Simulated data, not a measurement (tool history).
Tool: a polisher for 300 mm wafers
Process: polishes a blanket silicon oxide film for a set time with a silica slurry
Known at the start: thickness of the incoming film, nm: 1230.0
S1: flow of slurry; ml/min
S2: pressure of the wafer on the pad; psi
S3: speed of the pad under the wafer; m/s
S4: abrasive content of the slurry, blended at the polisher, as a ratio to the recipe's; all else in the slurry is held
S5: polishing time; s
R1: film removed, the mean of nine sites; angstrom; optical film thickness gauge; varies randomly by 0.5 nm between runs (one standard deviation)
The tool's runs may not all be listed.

| run | hour | S1 | S2 | S3 | S4 | S5 | R1 |
|---|---|---|---|---|---|---|---|
| 1 | 0 | 210 | 2.6 | 1.02 | 1 | 50 | 692.28 |
| 2 | 0.9 | 210 | 2.6 | 1.02 | 1.2 | 50 | 734.51 |
| 3 | 7.4 | 210 | 2.6 | 1.02 | 1.2 | 50 | 730.47 |
| 4 | 16 | 210 | 2.5 | 1.02 | 1.2 | 50 | 713.75 |
| 5 | 17.9 | 210 | 2.5 | 1.28 | 1.2 | 50 | 810.16 |
| 6 | 25.1 | 210 | 2.5 | 1.28 | 1.35 | 50 | 825.44 |
| 7 | 29.2 | 210 | 2.3 | 1.26 | 1.35 | 50 | 775.82 |
| 8 | 30.2 | 210 | 2.2 | 1.24 | 1.35 | 50 | 746.43 |

The next listed run, before its measurement:
|  | 37.4 | conditioning disc replaced and pad reconditioned |
| 9 | 37.4 | 205 | 1.5 | 1.08 | 1.35 | 50 | ? |

{"run 9": {"R1": 580.21}}
